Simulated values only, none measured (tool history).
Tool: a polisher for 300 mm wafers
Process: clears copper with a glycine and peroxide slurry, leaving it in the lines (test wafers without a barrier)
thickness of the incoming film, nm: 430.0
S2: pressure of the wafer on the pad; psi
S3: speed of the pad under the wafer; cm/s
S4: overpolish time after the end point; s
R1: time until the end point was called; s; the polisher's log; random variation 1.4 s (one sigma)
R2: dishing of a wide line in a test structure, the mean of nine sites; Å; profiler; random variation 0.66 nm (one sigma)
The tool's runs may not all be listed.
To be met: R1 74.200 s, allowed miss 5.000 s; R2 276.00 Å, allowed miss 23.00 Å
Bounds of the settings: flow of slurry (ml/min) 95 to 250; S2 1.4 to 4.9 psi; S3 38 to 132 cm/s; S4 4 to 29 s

run 1 hour=0.0 | flow_of_slurry_(ml/min)=160 S2=3.1 S3=84 S4=15 | R1=93.464 R2=422.51
run 2 hour=7.9 | flow_of_slurry_(ml/min)=135 S2=3.1 S3=84 S4=15 | R1=98.865 R2=409.21
run 3 hour=10.8 | flow_of_slurry_(ml/min)=145 S2=3.3 S3=86 S4=12 | R1=88.545 R2=351.66
run 4 hour=19.3 | flow_of_slurry_(ml/min)=150 S2=3.4 S3=86 S4=11 | R1=88.428 R2=357.75
run 5 hour=28.3 | flow_of_slurry_(ml/min)=150 S2=3.5 S3=90 S4=9 | R1=81.453 R2=306.12
run 6 hour=34.1 | flow_of_slurry_(ml/min)=150 S2=3.5 S3=90 S4=13 | R1=82.364 R2=436.44
run 7 hour=39.2 | flow_of_slurry_(ml/min)=155 S2=3.5 S3=92 S4=11 | R1=80.655 R2=369.76
run 8 hour=45.6 | flow_of_slurry_(ml/min)=155 S2=3.5 S3=94 S4=10 | R1=80.398 R2=346.66
run 9 hour=50.1 | flow_of_slurry_(ml/min)=155 S2=3.5 S3=96 S4=9 | R1=80.950 R2=327.00

5 next moves are on the table. One of them brings every result within its allowed miss. Which?
run A hour=54.6 | flow_of_slurry_(ml/min)=130 S2=3.4 S3=80 S4=12 | R1=? R2=?
run B hour=54.6 | flow_of_slurry_(ml/min)=150 S2=3.6 S3=102 S4=7 | R1=? R2=?
run C hour=54.6 | flow_of_slurry_(ml/min)=225 S2=3.8 S3=92 S4=10 | R1=? R2=?
run D hour=54.6 | flow_of_slurry_(ml/min)=135 S2=3.0 S3=104 S4=11 | R1=? R2=?
run E hour=54.6 | flow_of_slurry_(ml/min)=155 S2=3.5 S3=86 S4=10 | R1=? R2=?

move=A R1=95.843 R2=359.43
move=B R1=75.692 R2=274.18
move=C R1=73.730 R2=385.97
move=D R1=88.552 R2=354.24
move=E R1=86.797 R2=334.07
A: further off than the last run
B: meets every target
C: further off than the last run
D: further off than the last run
E: further off than the last run
Answer: B
